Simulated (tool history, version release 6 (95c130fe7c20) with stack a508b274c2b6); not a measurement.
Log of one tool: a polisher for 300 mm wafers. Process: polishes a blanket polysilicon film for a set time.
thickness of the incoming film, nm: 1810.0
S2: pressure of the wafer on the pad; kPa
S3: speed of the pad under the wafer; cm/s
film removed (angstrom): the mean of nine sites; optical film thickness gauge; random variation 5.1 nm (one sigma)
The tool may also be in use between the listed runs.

Run 1, hour 0.0: flow of slurry (ml/min) 220, S2 13.8 kPa, S3 124 cm/s, polishing time (s) 67. Result: film removed (angstrom) 5240.3.
Run 2, hour 4.4: flow of slurry (ml/min) 170, S2 13.8 kPa, S3 124 cm/s, polishing time (s) 67. Result: film removed (angstrom) 5176.5.
Run 3, hour 13.0: flow of slurry (ml/min) 135, S2 13.8 kPa, S3 124 cm/s, polishing time (s) 67. Result: film removed (angstrom) 4937.0.
Run 4, hour 14.5: flow of slurry (ml/min) 135, S2 13.8 kPa, S3 140 cm/s, polishing time (s) 67. Result: film removed (angstrom) 5583.4.
Run 5, hour 17.0: flow of slurry (ml/min) 160, S2 15.2 kPa, S3 140 cm/s, polishing time (s) 67. Result: film removed (angstrom) 6189.0.
Run 6, hour 24.3: flow of slurry (ml/min) 160, S2 17.9 kPa, S3 140 cm/s, polishing time (s) 67. Result: film removed (angstrom) 6939.7.

The next listed run, before its measurement:
Run 7, hour 29.1: flow of slurry (ml/min) 180, S2 18.6 kPa, S3 140 cm/s, polishing time (s) 67. Result: film removed (angstrom) ?.

film removed (angstrom): 7279.1

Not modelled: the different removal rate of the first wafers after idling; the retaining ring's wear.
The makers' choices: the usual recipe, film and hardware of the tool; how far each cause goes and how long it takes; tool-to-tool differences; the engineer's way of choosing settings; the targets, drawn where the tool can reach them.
